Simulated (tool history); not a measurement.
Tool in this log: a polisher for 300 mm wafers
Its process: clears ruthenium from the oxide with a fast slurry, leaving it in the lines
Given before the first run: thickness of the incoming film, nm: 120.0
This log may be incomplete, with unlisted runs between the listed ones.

run,hour,flow of slurry (ml/min),pressure of the wafer on the pad (psi),speed of the pad under the wafer (cm/s),abrasive content of the slurry,overpolish time after the end point (s),time until the end point was called (s),dishing of a wide line in a test structure (Å)
1,0,225,1.9,82,1,15,53.019,253.27
2,0.8,225,1.9,82,1,10,55.313,172.31
3,4.7,225,1.9,82,1,7,57.027,121.26
4,11.1,225,1.6,82,1,7,64.702,102.74
5,11.8,170,1.6,82,1,7,65.325,99.871
6,13.3,170,1.6,82,1,12,67.839,166.93
7,16.2,170,1.9,82,1,12,58.462,202.09
8,23.6,180,2.1,84,1,12,51.111,214.97
9,32.4,185,2.3,84,1,12,46.037,234.02
10,37.8,185,2.4,84,1,12,43.553,245.88
11,41.8,185,2.5,84,1,12,41.329,257.86
12,42.7,185,2.6,84,1,12,41.373,278.34
13,49.5,190,2.7,84,1,12,39.689,270.49

Run 14 has not been measured yet. What should we expect?
14,54.8,185,2.8,86,1,13,?,?

time until the end point was called (s): 37.123
dishing of a wide line in a test structure (Å): 314.02
